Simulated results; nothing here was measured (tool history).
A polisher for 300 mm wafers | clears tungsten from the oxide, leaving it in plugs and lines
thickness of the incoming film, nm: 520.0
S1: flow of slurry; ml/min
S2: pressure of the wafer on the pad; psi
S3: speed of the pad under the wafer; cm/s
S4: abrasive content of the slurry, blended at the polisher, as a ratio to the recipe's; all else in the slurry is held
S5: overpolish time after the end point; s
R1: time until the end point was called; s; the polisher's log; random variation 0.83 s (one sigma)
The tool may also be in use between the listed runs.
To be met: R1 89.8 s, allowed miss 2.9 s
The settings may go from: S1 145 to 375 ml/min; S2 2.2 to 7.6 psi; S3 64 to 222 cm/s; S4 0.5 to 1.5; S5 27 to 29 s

run  hour   S1   S2   S3  S4  S5      R1
  1     0  240  4.9  142   1  27   54.46
  2     8  290  4.9  142   1  27  52.011
  3  12.7  280  4.6  142   1  27  56.107
  4  18.2  280  4.6  164   1  27  48.464
  5  26.2  280  3.7  164   1  27   56.68
  6    28  275  3.5  162   1  27  60.098
  7  29.2  270  3.3  160   1  27  64.305
  8  37.2  265  3.2  158   1  27  65.623
  9  38.8  265  3.2  158   1  27  65.632
 10  47.4  260  3.1  156   1  27  69.223
 11  49.1  255    3  156   1  27  70.726
 12  55.9  250  2.9  156   1  27  71.611
 13  60.8  250  2.2  142   1  27  93.973

Which of these 4 next moves meets every target?
  A  65.7  220  2.2  142   1.3  27   ?
  B  65.7  255  2.2  140  0.95  27   ?
  C  65.7  290  2.2  136  0.95  27   ?
  D  65.7  205  2.9  140  0.95  28   ?

move      R1
   A   88.87
   B  96.411
   C  97.957
   D  82.664
A: meets every target
B: further off than the last run
C: further off than the last run
D: takes the result that was furthest off past its target
Answer: A

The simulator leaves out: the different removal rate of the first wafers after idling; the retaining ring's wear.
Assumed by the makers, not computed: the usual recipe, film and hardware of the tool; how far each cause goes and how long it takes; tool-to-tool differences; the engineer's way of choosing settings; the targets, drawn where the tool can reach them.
